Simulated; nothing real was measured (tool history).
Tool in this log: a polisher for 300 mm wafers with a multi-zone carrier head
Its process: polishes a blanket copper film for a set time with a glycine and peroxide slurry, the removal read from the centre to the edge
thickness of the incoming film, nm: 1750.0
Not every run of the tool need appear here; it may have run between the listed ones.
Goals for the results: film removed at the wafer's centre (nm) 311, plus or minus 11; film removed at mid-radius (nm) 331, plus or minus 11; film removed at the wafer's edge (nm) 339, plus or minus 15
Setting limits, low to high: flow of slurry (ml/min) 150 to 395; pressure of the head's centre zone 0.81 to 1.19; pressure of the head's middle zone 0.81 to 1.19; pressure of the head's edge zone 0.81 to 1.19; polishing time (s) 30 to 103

run  hour  flow of slurry (ml/min)  pressure of the head's centre zone  pressure of the head's middle zone  pressure of the head's edge zone  polishing time (s)  film removed at the wafer's centre (nm)  film removed at mid-radius (nm)  film removed at the wafer's edge (nm)
  1     0                      250                                   1                                   1                                 1                  66                                   282.87                            284.1                                 275.71
  2   3.5                      255                                0.99                                1.01                              1.05                  68                                   288.39                           296.67                                 289.48
  3   9.2                      255                                0.99                                1.08                              1.05                  68                                   286.23                           308.48                                 295.32
  4  10.9                      255                                0.99                                1.08                              1.05                  78                                   330.22                           355.24                                  337.9
  5  12.4                      310                                0.99                                1.08                              1.05                  78                                   337.07                           370.11                                    350
  6  18.9                      310                                0.99                                1.08                              0.98                  78                                   342.31                           366.77                                 338.56
  7  19.5                      295                                0.97                                1.05                                 1                  78                                   333.27                            353.3                                 333.37
  8  26.8                      285                                0.96                                1.03                              1.03                  78                                   320.28                           345.69                                 328.45
  9  29.9                      280                                0.96                                1.01                              1.07                  78                                    327.6                           344.75                                 345.32

Consider the 5 candidate settings below. Which is the only one whose results all fall within their allowed miss of target?
  A    33                      325                                1.03                                0.96                              0.97                  80                                        ?                                ?                                      ?
  B    33                      270                                0.97                                1.01                              1.06                  80                                        ?                                ?                                      ?
  C    33                      310                                0.87                                1.07                              0.99                  78                                        ?                                ?                                      ?
  D    33                      280                                0.96                                1.02                              1.16                  74                                        ?                                ?                                      ?
  E    33                      310                                   1                                1.09                              1.15                  75                                        ?                                ?                                      ?

move  film removed at the wafer's centre (nm)  film removed at mid-radius (nm)  film removed at the wafer's edge (nm)
   A                                   364.76                           343.77                                 336.46
   B                                   336.17                           351.97                                 344.81
   C                                   298.71                           366.02                                 329.39
   D                                   309.16                           329.63                                 333.79
   E                                   330.56                           357.23                                 339.33
A: lands further from the targets than the last run did
B: lands further from the targets than the last run did
C: takes the biggest miss from the last run beyond its target
D: all results land within tolerance of their targets
E: lands further from the targets than the last run did
Go with D: it meets all targets.
